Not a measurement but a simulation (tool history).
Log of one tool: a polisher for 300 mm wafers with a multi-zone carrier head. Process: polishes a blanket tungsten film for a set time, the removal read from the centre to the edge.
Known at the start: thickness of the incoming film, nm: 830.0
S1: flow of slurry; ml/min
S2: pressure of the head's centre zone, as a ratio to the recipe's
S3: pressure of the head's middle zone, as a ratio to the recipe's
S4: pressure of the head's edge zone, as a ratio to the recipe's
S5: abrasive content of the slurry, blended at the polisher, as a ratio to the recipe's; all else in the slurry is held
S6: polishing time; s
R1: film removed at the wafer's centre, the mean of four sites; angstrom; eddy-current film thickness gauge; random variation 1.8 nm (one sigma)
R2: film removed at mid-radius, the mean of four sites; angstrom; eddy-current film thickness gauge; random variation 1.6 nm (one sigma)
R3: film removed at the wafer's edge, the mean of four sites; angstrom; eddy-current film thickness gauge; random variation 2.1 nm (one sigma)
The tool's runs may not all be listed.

run	hour	S1	S2	S3	S4	S5	S6	R1	R2	R3
1	0.0	195	1.00	1.00	1.00	1.00	50	3508.7	3408.9	3637.9
2	2.8	195	1.00	1.00	0.98	0.95	48	3301.7	3272.4	3375.2
3	10.6	190	0.99	0.99	0.97	0.90	47	3160.8	3064.2	3210.2
4	15.7	190	0.98	0.99	0.96	0.85	46	2932.4	2944.6	3045.8
5	19.0	190	0.98	0.99	1.02	0.85	46	3012.0	2996.1	3127.6
6	22.7	190	0.98	0.99	1.00	0.80	45	2871.5	2867.8	3005.3

The next listed run, before its measurement:
7	30.2	190	0.98	0.99	0.98	0.75	44	?	?	?

{"run 7": {"R1": 2735.8, "R2": 2770.4, "R3": 2875.7}}
